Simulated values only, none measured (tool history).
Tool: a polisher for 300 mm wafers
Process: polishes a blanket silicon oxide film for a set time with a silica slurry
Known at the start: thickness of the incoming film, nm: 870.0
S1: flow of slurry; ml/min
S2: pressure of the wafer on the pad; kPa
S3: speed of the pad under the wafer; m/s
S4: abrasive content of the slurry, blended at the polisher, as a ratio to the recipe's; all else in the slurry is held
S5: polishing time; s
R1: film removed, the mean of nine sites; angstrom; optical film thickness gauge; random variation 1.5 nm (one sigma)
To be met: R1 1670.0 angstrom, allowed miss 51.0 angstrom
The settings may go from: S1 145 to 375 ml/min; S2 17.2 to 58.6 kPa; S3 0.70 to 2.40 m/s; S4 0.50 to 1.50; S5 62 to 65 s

| run | hour | S1 | S2 | S3 | S4 | S5 | R1 |
|---|---|---|---|---|---|---|---|
| 1 | 0.0 | 240 | 37.9 | 1.54 | 1.00 | 62 | 2674.6 |
| 2 | 6.0 | 195 | 37.9 | 1.54 | 1.00 | 62 | 2569.4 |
| 3 | 12.7 | 250 | 37.9 | 1.54 | 1.00 | 62 | 2696.5 |
| 4 | 20.6 | 240 | 34.5 | 1.54 | 1.00 | 62 | 2452.5 |
| 5 | 21.8 | 230 | 31.7 | 1.54 | 1.00 | 62 | 2232.8 |
| 6 | 26.4 | 230 | 26.2 | 1.54 | 1.00 | 62 | 1841.4 |
| 7 | 35.4 | 220 | 25.5 | 1.54 | 1.00 | 62 | 1810.1 |
| 8 | 39.6 | 215 | 24.8 | 1.54 | 1.00 | 62 | 1761.4 |
|  | 47.4 | slurry nozzle cleaned |
| 9 | 47.4 | 210 | 24.8 | 1.54 | 1.00 | 62 | 1818.2 |
| 10 | 53.2 | 210 | 24.1 | 1.54 | 1.00 | 62 | 1794.5 |
| 11 | 56.0 | 205 | 21.4 | 1.54 | 1.00 | 62 | 1577.1 |
| 12 | 64.4 | 210 | 21.4 | 1.54 | 1.00 | 62 | 1589.7 |

Which of these 5 next moves meets every target?
| A | 72.8 | 170 | 21.4 | 2.04 | 0.75 | 62 | ? |
| B | 72.8 | 240 | 25.5 | 1.16 | 0.95 | 65 | ? |
| C | 72.8 | 190 | 22.1 | 1.32 | 1.15 | 65 | ? |
| D | 72.8 | 260 | 24.1 | 1.26 | 0.95 | 62 | ? |
| E | 72.8 | 285 | 19.3 | 1.40 | 1.10 | 65 | ? |

| move | R1 |
|---|---|
| A | 1653.8 |
| B | 1553.5 |
| C | 1582.5 |
| D | 1515.6 |
| E | 1511.2 |
A: meets every target
B: further off than the last run
C: further off than the last run
D: further off than the last run
E: further off than the last run
Answer: A
